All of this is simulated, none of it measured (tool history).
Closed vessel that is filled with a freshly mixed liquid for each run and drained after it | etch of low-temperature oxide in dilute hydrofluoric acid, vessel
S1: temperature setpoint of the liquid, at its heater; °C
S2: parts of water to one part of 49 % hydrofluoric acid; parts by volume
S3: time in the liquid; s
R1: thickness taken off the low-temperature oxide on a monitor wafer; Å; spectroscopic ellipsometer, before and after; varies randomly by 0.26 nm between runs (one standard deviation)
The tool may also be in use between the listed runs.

run  hour    S1   S2    S3       R1
  1   0.0  23.0  270  1810   581.95
  2   6.3  23.0  175  1810   969.31
  3  12.9  23.0  175  1925  1022.60
  4  20.3  22.0  215  1925   772.55
  5  27.3  21.0  235  1925   669.76
  6  31.7  17.5  235  1925   599.40
  7  40.1  17.5  260  1925   515.43

Estimate the outcome of run 8 from the log above:
  8  41.8  17.5  260  1925   ?

{"run 8": {"R1": 530.86}}
